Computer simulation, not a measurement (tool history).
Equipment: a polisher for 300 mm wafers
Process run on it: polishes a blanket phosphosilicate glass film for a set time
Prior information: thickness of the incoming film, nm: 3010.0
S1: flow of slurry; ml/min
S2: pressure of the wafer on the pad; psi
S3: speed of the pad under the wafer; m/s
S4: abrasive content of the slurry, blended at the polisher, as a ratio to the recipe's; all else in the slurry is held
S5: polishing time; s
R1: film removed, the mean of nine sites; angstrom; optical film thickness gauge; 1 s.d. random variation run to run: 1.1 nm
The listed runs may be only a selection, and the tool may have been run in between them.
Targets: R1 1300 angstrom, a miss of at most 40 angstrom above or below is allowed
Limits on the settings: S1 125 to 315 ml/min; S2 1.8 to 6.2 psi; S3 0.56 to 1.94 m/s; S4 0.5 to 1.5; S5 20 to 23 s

| run | hour | S1 | S2 | S3 | S4 | S5 | R1 |
|---|---|---|---|---|---|---|---|
| 1 | 0 | 205 | 4 | 1.24 | 1 | 23 | 2699.5 |
| 2 | 4.1 | 205 | 4 | 1.24 | 1 | 23 | 2739.5 |
| 3 | 10.8 | 205 | 4 | 1.24 | 1.1 | 23 | 2804.6 |
| 4 | 11.9 | 200 | 3.4 | 1.16 | 1.1 | 23 | 2297.9 |
| 5 | 14.6 | 200 | 2.9 | 1.08 | 1.1 | 23 | 1855.1 |
| 6 | 18.7 | 200 | 2.9 | 1.3 | 1.1 | 23 | 2133.9 |
| 7 | 21.9 | 200 | 2.6 | 1.22 | 1.1 | 23 | 1828.9 |
| 8 | 30.6 | 200 | 2.4 | 1.18 | 1.1 | 23 | 1643.7 |
| 9 | 36.4 | 200 | 2.2 | 1.16 | 1.1 | 23 | 1496.6 |
| 10 | 38 | 200 | 2.1 | 1.16 | 1.1 | 23 | 1440 |
| 11 | 38.8 | 200 | 2 | 1.16 | 1.1 | 23 | 1362.2 |
| 12 | 43.5 | 190 | 1.8 | 1.16 | 1.1 | 23 | 1224.8 |
| 13 | 46.2 | 195 | 1.8 | 1.16 | 1.1 | 23 | 1239.6 |

Which one of the following 5 next-run settings gets every result inside its allowed miss? There is exactly one.
| A | 48.9 | 180 | 2.1 | 1 | 1 | 23 | ? |
| B | 48.9 | 165 | 2.1 | 1.1 | 1.05 | 21 | ? |
| C | 48.9 | 175 | 2.4 | 0.78 | 1.15 | 23 | ? |
| D | 48.9 | 150 | 2.4 | 0.98 | 1.25 | 20 | ? |
| E | 48.9 | 205 | 1.8 | 1.48 | 1.15 | 20 | ? |

| move | R1 |
|---|---|
| A | 1196.5 |
| B | 1176.7 |
| C | 1194.4 |
| D | 1227.2 |
| E | 1296.9 |
A: the biggest miss grows against the last run
B: the biggest miss grows against the last run
C: the biggest miss grows against the last run
D: the biggest miss grows against the last run
E: in spec on every target
The right move is E.
